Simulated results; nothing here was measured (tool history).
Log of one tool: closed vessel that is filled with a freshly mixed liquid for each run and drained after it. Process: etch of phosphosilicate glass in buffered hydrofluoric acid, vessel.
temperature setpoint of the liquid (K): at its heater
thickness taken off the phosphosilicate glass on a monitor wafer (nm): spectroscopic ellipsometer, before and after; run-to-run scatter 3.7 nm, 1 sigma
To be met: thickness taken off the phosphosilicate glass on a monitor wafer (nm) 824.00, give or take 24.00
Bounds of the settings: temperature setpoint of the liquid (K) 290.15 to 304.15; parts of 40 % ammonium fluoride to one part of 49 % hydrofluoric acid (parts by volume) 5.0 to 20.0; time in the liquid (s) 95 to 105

run  hour  temperature setpoint of the liquid (K)  parts of 40 % ammonium fluoride to one part of 49 % hydrofluoric acid (parts by volume)  time in the liquid (s)  thickness taken off the phosphosilicate glass on a monitor wafer (nm)
  1   0.0                                  296.15                                                                                     12.0                      95                                                                 461.95
  2   0.6                                  298.65                                                                                     11.5                      95                                                                 548.86
  3   4.6                                  300.15                                                                                     11.0                      95                                                                 618.51
  4   8.5                                  301.65                                                                                     11.0                      95                                                                 672.50
  5  17.2                                  302.15                                                                                     10.5                      95                                                                 725.72
  6  22.1                                  302.15                                                                                      7.0                      95                                                                1063.40
  7  26.2                                  300.65                                                                                      7.0                      95                                                                 969.62
  8  31.6                                  299.65                                                                                      7.0                      95                                                                 931.64
  9  34.0                                  299.15                                                                                      7.0                      95                                                                 901.84
 10  41.4                                  298.65                                                                                      7.0                      95                                                                 875.11
 11  49.4                                  298.15                                                                                      7.0                      95                                                                 856.86

4 candidate next runs follow, results not yet known. Just one meets every target within its allowed miss. Identify it.
  A  57.4                                  300.15                                                                                      8.0                     100                                                                      ?
  B  57.4                                  294.65                                                                                      5.5                     100                                                                      ?
  C  57.4                                  296.65                                                                                      6.5                     100                                                                      ?
  D  57.4                                  296.15                                                                                      6.5                      95                                                                      ?

move  thickness taken off the phosphosilicate glass on a monitor wafer (nm)
   A                                                                 867.49
   B                                                                 914.33
   C                                                                 884.55
   D                                                                 817.65
A: misses by more than the last run did
B: misses by more than the last run did
C: misses by more than the last run did
D: meets every target
Move D is the one to make.

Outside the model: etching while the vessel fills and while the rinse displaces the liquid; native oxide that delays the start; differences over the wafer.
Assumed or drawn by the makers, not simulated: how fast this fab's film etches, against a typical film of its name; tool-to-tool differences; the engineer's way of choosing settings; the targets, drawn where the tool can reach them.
